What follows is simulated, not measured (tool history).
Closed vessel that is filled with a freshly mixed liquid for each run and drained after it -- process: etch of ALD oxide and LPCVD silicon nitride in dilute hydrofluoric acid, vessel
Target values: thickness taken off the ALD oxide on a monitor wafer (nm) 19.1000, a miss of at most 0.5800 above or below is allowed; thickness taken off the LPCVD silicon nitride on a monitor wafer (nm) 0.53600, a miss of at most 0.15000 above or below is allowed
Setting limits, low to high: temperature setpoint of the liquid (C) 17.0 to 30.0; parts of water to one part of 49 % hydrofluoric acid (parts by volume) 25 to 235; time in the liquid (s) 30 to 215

| run | hour | temperature setpoint of the liquid (C) | parts of water to one part of 49 % hydrofluoric acid (parts by volume) | time in the liquid (s) | thickness taken off the ALD oxide on a monitor wafer (nm) | thickness taken off the LPCVD silicon nitride on a monitor wafer (nm) |
|---|---|---|---|---|---|---|
| 1 | 0.0 | 22.0 | 130 | 110 | 11.5570 | 0.28551 |
| 2 | 7.6 | 22.0 | 130 | 70 | 7.2951 | 0.17957 |
| 3 | 10.7 | 22.0 | 130 | 95 | 9.9443 | 0.24879 |
| 4 | 13.7 | 24.5 | 130 | 95 | 11.0470 | 0.29542 |
| 5 | 17.7 | 25.5 | 120 | 95 | 12.5020 | 0.35362 |
| 6 | 26.0 | 22.0 | 120 | 95 | 10.8850 | 0.29819 |
| 7 | 27.3 | 22.0 | 120 | 95 | 11.0130 | 0.28022 |
| 8 | 28.9 | 26.0 | 80 | 95 | 20.2710 | 0.55527 |

Exactly one of the 4 candidate moves below puts every result within its allowed miss. Which one?
| A | 30.5 | 30.0 | 95 | 85 | ? | ? |
| B | 30.5 | 28.0 | 100 | 100 | ? | ? |
| C | 30.5 | 28.5 | 70 | 70 | ? | ? |
| D | 30.5 | 28.0 | 130 | 135 | ? | ? |

| move | thickness taken off the ALD oxide on a monitor wafer (nm) | thickness taken off the LPCVD silicon nitride on a monitor wafer (nm) |
|---|---|---|
| A | 17.2570 | 0.54945 |
| B | 17.7320 | 0.53985 |
| C | 18.8130 | 0.55589 |
| D | 17.7380 | 0.56157 |
A: takes the biggest miss from the last run beyond its target
B: takes the biggest miss from the last run beyond its target
C: all results in spec
D: takes the biggest miss from the last run beyond its target
So the answer is move C, the one that meets all the targets.
